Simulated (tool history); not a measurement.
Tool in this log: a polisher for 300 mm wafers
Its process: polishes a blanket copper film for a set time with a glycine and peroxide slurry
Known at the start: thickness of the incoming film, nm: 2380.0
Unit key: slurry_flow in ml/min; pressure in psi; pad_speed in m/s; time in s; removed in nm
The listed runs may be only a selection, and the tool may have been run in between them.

{"run": 1, "day": 0.0, "slurry_flow": 165, "pressure": 2.0, "pad_speed": 1.14, "time": 30, "removed": 149.75}
{"run": 2, "day": 0.35, "slurry_flow": 160, "pressure": 1.7, "pad_speed": 1.12, "time": 30, "removed": 131.62}
{"run": 3, "day": 0.604, "slurry_flow": 160, "pressure": 1.9, "pad_speed": 1.12, "time": 30, "removed": 141.25}
{"run": 4, "day": 0.696, "slurry_flow": 155, "pressure": 1.6, "pad_speed": 1.1, "time": 30, "removed": 121.45}
{"run": 5, "day": 0.846, "slurry_flow": 155, "pressure": 1.4, "pad_speed": 1.1, "time": 30, "removed": 109.56}
{"run": 6, "day": 0.879, "slurry_flow": 155, "pressure": 1.4, "pad_speed": 1.36, "time": 30, "removed": 130.11}

Run 7, settings as shown, results not yet in. Your forecast:
{"run": 7, "day": 1.033, "slurry_flow": 150, "pressure": 1.3, "pad_speed": 1.32, "time": 30, "removed": "?"}

{"run 7": {"removed": 119.83}}
